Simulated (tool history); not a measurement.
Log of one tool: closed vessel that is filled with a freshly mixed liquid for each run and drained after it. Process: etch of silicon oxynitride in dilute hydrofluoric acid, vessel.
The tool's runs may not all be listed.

run,hour,temperature setpoint of the liquid (°C),parts of water to one part of 49 % hydrofluoric acid (parts by volume),time in the liquid (s),thickness taken off the silicon oxynitride on a monitor wafer (angstrom)
1,0.0,20.0,185,2975,263.51
2,3.2,20.0,185,2975,264.06
3,10.6,22.5,155,2975,360.36
4,15.7,24.0,135,2975,454.72
5,20.1,21.5,135,2975,400.21
6,25.1,23.5,125,2975,481.34
7,30.0,27.5,100,2975,744.87
8,36.7,27.0,100,2975,715.44
9,40.3,27.0,100,2975,723.43

Forecast run 10:
10,49.5,27.0,100,2975,?

Run 10 gave thickness taken off the silicon oxynitride on a monitor wafer (angstrom) 728.19.
